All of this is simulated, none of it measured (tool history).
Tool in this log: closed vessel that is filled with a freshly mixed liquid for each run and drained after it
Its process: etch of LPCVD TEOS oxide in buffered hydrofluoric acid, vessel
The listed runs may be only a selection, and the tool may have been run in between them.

run	hour	temperature setpoint of the liquid (°C)	parts of 40 % ammonium fluoride to one part of 49 % hydrofluoric acid (parts by volume)	time in the liquid (s)	thickness taken off the LPCVD TEOS oxide on a monitor wafer (nm)
1	0.0	20.0	17.5	105	139.06
2	5.9	21.5	17.5	105	150.84
3	11.3	21.5	12.5	105	208.75
4	18.1	21.0	12.5	105	204.39
5	19.4	20.5	12.5	105	198.38
6	25.3	20.5	12.5	110	206.67

For run 7, what comes out?
7	26.3	20.0	12.5	110	?

{"run 7": {"thickness taken off the LPCVD TEOS oxide on a monitor wafer (nm)": 201.09}}
